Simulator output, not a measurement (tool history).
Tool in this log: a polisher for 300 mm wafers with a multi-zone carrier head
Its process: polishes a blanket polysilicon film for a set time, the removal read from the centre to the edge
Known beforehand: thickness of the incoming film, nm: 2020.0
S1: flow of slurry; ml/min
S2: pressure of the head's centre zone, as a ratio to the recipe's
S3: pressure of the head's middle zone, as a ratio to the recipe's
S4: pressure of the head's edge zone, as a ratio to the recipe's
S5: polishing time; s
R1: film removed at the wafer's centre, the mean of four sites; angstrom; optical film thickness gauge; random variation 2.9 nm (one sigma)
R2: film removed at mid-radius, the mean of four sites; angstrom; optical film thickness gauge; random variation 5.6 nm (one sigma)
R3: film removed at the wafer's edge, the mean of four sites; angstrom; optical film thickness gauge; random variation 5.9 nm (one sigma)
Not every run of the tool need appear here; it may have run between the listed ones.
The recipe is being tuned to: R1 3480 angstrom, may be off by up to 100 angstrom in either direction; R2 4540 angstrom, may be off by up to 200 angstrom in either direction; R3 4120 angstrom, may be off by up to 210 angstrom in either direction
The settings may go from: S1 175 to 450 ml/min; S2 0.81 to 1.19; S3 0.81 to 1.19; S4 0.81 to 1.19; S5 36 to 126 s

run  hour   S1    S2    S3    S4  S5      R1      R2      R3
  1     0  290     1     1     1  81  5321.5  5401.6  5442.5
  2   2.1  290  0.94     1     1  81  4979.8  5300.4  5384.4
  3   8.8  285  0.91  1.02  0.99  78  4645.5  5260.7  5257.1
  4  15.1  285  0.83  1.02  0.99  78  4239.7    5376  5188.6
  5    20  285  0.83  1.02  0.97  75  4147.1    5211  4905.8
  6  23.6  285  0.83  1.02  0.97  88  4746.5  5887.8  5749.4
  7  29.3  280  0.83  1.02  0.96  83  4541.6    5595  5546.2
  8    35  285  0.83  1.02  0.96  79  4290.3  5375.3  5221.2
  9  39.4  290  0.83  1.03  0.96  75  4083.3  5244.5  4950.7
 10  44.6  290  0.83  1.03  0.95  72  3884.1  4947.7    4788
 11  46.6  290  0.85  1.05  0.94  69  3864.9  4948.2  4427.2
 12  55.4  265  0.81  1.02  0.88  64  3330.9  4336.8  3924.4

4 candidate next runs follow, results not yet known. Just one meets every target within its allowed miss. Identify it.
  A  64.2  295  0.81  0.88  0.95  64   ?   ?   ?
  B  64.2  185  0.87  0.94  0.83  65   ?   ?   ?
  C  64.2  200  0.84  1.08  0.92  66   ?   ?   ?
  D  64.2  260  0.82  0.95  0.91  63   ?   ?   ?

move      R1      R2      R3
   A  3424.9  3812.2  4205.1
   B  3468.6  3821.6  3815.3
   C  3457.3  4426.1  4093.5
   D  3359.9    3941  4008.7
A: brings the result that was furthest off to its target, and leaves another outside
B: brings the result that was furthest off to its target, and leaves another outside
C: every result lands within tolerance
D: further off than the last run
Answer: C

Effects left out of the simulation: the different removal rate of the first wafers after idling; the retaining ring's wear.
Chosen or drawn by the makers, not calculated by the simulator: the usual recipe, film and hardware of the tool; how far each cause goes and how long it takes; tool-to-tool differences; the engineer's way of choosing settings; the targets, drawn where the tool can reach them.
